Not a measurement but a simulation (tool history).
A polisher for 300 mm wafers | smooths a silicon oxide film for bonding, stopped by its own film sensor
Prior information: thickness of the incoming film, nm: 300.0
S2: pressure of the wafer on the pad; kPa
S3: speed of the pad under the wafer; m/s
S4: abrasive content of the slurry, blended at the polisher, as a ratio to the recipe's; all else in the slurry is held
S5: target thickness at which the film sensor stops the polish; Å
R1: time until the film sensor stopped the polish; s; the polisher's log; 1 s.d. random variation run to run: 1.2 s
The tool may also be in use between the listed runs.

Run 1, day 0: flow of slurry (ml/min) 135, S2 9 kPa, S3 1.16 m/s, S4 1, S5 2550 Å. Result: R1 89.945 s.
Run 2, day 0.238: flow of slurry (ml/min) 135, S2 9.7 kPa, S3 1.18 m/s, S4 1, S5 2550 Å. Result: R1 84.025 s.
Run 3, day 0.575: flow of slurry (ml/min) 135, S2 9.7 kPa, S3 1.18 m/s, S4 1, S5 2550 Å. Result: R1 81.766 s.
Run 4, day 0.862: flow of slurry (ml/min) 105, S2 9.7 kPa, S3 1.18 m/s, S4 1, S5 2550 Å. Result: R1 83.946 s.
Run 5, day 0.938: flow of slurry (ml/min) 105, S2 10.3 kPa, S3 1.2 m/s, S4 1, S5 2550 Å. Result: R1 79.292 s.
Run 6, day 0.992: flow of slurry (ml/min) 105, S2 10.3 kPa, S3 1.2 m/s, S4 1, S5 2550 Å. Result: R1 77.719 s.

Expected results for the next run?
Run 7, day 1.262: flow of slurry (ml/min) 105, S2 11 kPa, S3 1.2 m/s, S4 1, S5 2550 Å. Result: R1 ?.

Run 7 yielded R1 73.956 s.

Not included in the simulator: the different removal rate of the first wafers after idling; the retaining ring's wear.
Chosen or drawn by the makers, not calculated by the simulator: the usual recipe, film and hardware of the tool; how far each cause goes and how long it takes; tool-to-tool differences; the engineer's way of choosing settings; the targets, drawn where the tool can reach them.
